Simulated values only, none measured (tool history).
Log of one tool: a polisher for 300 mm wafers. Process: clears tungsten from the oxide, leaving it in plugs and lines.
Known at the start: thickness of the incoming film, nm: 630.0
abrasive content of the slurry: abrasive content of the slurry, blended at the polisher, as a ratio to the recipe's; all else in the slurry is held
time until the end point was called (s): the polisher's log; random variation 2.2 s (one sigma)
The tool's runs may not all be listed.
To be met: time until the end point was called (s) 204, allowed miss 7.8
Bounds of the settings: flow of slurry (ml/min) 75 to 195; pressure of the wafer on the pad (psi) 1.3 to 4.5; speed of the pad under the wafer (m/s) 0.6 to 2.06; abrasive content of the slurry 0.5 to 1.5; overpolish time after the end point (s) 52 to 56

| run | day | flow of slurry (ml/min) | pressure of the wafer on the pad (psi) | speed of the pad under the wafer (m/s) | abrasive content of the slurry | overpolish time after the end point (s) | time until the end point was called (s) |
|---|---|---|---|---|---|---|---|
| 1 | 0 | 125 | 2.9 | 1.32 | 1 | 52 | 130.52 |
| 2 | 0.288 | 125 | 2.9 | 1.64 | 1 | 52 | 104.41 |
| 3 | 0.504 | 120 | 2.6 | 1.62 | 1 | 52 | 116.25 |
| 4 | 0.558 | 120 | 2.4 | 1.58 | 1 | 52 | 123.4 |
| 5 | 0.733 | 120 | 2.4 | 1.44 | 1 | 52 | 134.68 |
| 6 | 0.833 | 120 | 2.4 | 1.44 | 1.1 | 52 | 135.66 |
| 7 | 1.179 | 120 | 2.2 | 1.42 | 1.1 | 52 | 140.85 |
| 8 | 1.229 | 115 | 2 | 1.38 | 1.1 | 52 | 156.45 |
| 9 | 1.467 | 110 | 1.9 | 1.36 | 1.1 | 52 | 161.44 |
| 10 | 1.612 | 110 | 1.8 | 1.34 | 1.1 | 52 | 168.93 |

5 next moves are on the table. One of them brings every result within its allowed miss. Which?
| A | 1.758 | 135 | 2.1 | 1.08 | 0.95 | 52 | ? |
| B | 1.758 | 175 | 1.5 | 1.18 | 1.2 | 56 | ? |
| C | 1.758 | 115 | 1.9 | 1.22 | 1.05 | 52 | ? |
| D | 1.758 | 105 | 1.4 | 1.24 | 1.2 | 52 | ? |
| E | 1.758 | 100 | 1.7 | 1.38 | 0.95 | 55 | ? |

| move | time until the end point was called (s) |
|---|---|
| A | 191.95 |
| B | 187.68 |
| C | 181.91 |
| D | 205.03 |
| E | 181.46 |
A: nearer than the last run, and not there yet
B: nearer than the last run, and not there yet
C: nearer than the last run, and not there yet
D: meets every target
E: nearer than the last run, and not there yet
Answer: D
